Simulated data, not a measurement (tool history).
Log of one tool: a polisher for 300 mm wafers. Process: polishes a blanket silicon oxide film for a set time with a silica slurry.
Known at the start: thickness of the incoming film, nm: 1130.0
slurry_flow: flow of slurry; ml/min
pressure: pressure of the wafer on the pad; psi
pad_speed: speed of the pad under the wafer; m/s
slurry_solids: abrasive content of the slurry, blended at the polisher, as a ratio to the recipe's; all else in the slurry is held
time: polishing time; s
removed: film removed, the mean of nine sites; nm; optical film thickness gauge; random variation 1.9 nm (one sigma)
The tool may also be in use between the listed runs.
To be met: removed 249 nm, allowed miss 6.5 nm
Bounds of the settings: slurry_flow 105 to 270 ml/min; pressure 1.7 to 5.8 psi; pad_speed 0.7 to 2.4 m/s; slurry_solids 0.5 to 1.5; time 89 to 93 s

run	hour	slurry_flow	pressure	pad_speed	slurry_solids	time	removed
1	0	175	3.7	1.54	1	89	293.28
2	5.9	175	3.7	1.92	1	89	344.47
3	14.2	175	3.3	1.92	1	89	307.91
4	23.1	200	3.3	1.92	1	89	317.81
# hour 30: slurry nozzle cleaned
5	30	215	3.3	1.92	1	89	346.8
6	33.2	215	3.3	1.92	0.9	89	327.45
7	33.7	180	3.3	1.92	0.9	89	320.53
8	41	165	2.3	1.9	0.9	89	223.28
9	47.9	165	2.3	1.9	0.9	89	224.58

4 next moves are on the table. One of them brings every result within its allowed miss. Which?
A	54.8	175	2.2	1.86	0.8	90	?
B	54.8	120	2.5	1.72	0.85	89	?
C	54.8	200	2.3	2.24	0.85	93	?
D	54.8	160	2.7	1.8	0.85	91	?

move	removed
A	202.42
B	203.3
C	262.54
D	246.15
A: further off than the last run
B: further off than the last run
C: takes the result that was furthest off past its target
D: meets every target
Move D is the one to make.

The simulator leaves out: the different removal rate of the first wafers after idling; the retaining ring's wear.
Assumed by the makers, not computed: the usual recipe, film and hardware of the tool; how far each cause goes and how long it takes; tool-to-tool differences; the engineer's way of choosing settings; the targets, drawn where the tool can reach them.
